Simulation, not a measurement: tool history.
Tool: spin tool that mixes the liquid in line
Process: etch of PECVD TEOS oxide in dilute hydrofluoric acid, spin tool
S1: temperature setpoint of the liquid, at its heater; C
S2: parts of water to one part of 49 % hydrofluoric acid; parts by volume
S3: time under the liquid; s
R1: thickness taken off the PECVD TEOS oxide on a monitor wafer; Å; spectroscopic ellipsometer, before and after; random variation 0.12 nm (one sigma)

Run 1, hour 0: S1 26 C, S2 40 parts by volume, S3 15 s. Result: R1 55.958 Å.
Run 2, hour 2.1: S1 23 C, S2 40 parts by volume, S3 15 s. Result: R1 50.193 Å.
Run 3, hour 3.9: S1 23 C, S2 50 parts by volume, S3 15 s. Result: R1 39.928 Å.
Run 4, hour 5.2: S1 20 C, S2 50 parts by volume, S3 15 s. Result: R1 34.425 Å.
Run 5, hour 8.2: S1 20 C, S2 40 parts by volume, S3 15 s. Result: R1 43.814 Å.
Run 6, hour 9.7: S1 20 C, S2 30 parts by volume, S3 15 s. Result: R1 60.289 Å.
Run 7, hour 17.4: S1 22.5 C, S2 30 parts by volume, S3 15 s. Result: R1 67.094 Å.
Run 8, hour 26: S1 24.5 C, S2 30 parts by volume, S3 15 s. Result: R1 72.015 Å.
Run 9, hour 30.4: S1 26 C, S2 30 parts by volume, S3 15 s. Result: R1 77.486 Å.

Forecast run 10:
Run 10, hour 31.5: S1 27.5 C, S2 30 parts by volume, S3 15 s. Result: R1 ?.

{"run 10": {"R1": 79.886}}

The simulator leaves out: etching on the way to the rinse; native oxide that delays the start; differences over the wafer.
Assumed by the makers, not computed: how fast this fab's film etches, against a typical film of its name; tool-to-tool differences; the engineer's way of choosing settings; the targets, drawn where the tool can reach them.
